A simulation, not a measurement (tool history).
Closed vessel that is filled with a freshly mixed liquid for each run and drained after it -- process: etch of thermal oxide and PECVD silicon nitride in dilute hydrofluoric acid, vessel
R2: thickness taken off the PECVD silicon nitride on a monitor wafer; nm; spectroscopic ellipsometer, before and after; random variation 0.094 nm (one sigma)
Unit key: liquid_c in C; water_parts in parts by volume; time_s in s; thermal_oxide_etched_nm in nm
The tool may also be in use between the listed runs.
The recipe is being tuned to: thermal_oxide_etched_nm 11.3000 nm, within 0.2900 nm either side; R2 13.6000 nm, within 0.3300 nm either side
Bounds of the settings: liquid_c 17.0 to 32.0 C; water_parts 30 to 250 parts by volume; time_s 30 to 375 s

Run 1, hour 0.0: liquid_c 24.0 C, water_parts 140 parts by volume, time_s 190 s. Result: thermal_oxide_etched_nm 6.7720 nm, R2 7.8880 nm.
Run 2, hour 1.4: liquid_c 25.0 C, water_parts 130 parts by volume, time_s 185 s. Result: thermal_oxide_etched_nm 7.4181 nm, R2 8.9119 nm.
Run 3, hour 7.4: liquid_c 25.0 C, water_parts 85 parts by volume, time_s 185 s. Result: thermal_oxide_etched_nm 12.0940 nm, R2 13.5260 nm.
Run 4, hour 13.9: liquid_c 25.5 C, water_parts 90 parts by volume, time_s 185 s. Result: thermal_oxide_etched_nm 11.4580 nm, R2 13.0740 nm.
Run 5, hour 15.2: liquid_c 22.5 C, water_parts 90 parts by volume, time_s 185 s. Result: thermal_oxide_etched_nm 10.1780 nm, R2 10.7280 nm.
Run 6, hour 16.6: liquid_c 23.5 C, water_parts 90 parts by volume, time_s 185 s. Result: thermal_oxide_etched_nm 10.6770 nm, R2 11.6620 nm.
Run 7, hour 25.5: liquid_c 24.5 C, water_parts 90 parts by volume, time_s 185 s. Result: thermal_oxide_etched_nm 11.0110 nm, R2 12.2350 nm.
Run 8, hour 33.8: liquid_c 25.0 C, water_parts 90 parts by volume, time_s 185 s. Result: thermal_oxide_etched_nm 11.3600 nm, R2 12.6480 nm.
Run 9, hour 38.7: liquid_c 25.5 C, water_parts 95 parts by volume, time_s 185 s. Result: thermal_oxide_etched_nm 10.8900 nm, R2 12.5120 nm.
Run 10, hour 39.7: liquid_c 25.5 C, water_parts 95 parts by volume, time_s 185 s. Result: thermal_oxide_etched_nm 10.7400 nm, R2 12.5110 nm.
Run 11, hour 41.4: liquid_c 26.0 C, water_parts 95 parts by volume, time_s 185 s. Result: thermal_oxide_etched_nm 10.9400 nm, R2 12.9680 nm.

Below are 4 possible settings for the next run. Only one of them brings all results inside the allowed miss of their targets. Which is it?
Run A, hour 43.1: liquid_c 25.0 C, water_parts 75 parts by volume, time_s 145 s. Result: thermal_oxide_etched_nm ?, R2 ?.
Run B, hour 43.1: liquid_c 26.5 C, water_parts 105 parts by volume, time_s 210 s. Result: thermal_oxide_etched_nm ?, R2 ?.
Run C, hour 43.1: liquid_c 26.0 C, water_parts 100 parts by volume, time_s 185 s. Result: thermal_oxide_etched_nm ?, R2 ?.
Run D, hour 43.1: liquid_c 29.0 C, water_parts 115 parts by volume, time_s 195 s. Result: thermal_oxide_etched_nm ?, R2 ?.

move  thermal_oxide_etched_nm       R2
   A                  10.8140  11.9280
   B                  11.4120  13.6510
   C                  10.4210  12.2220
   D                  10.4990  13.5680
A: its largest miss is bigger than the last run's
B: hits every target within its allowed miss
C: its largest miss is bigger than the last run's
D: gets the furthest-off result to its target, but another result is out of tolerance
Go with B: it meets all targets.

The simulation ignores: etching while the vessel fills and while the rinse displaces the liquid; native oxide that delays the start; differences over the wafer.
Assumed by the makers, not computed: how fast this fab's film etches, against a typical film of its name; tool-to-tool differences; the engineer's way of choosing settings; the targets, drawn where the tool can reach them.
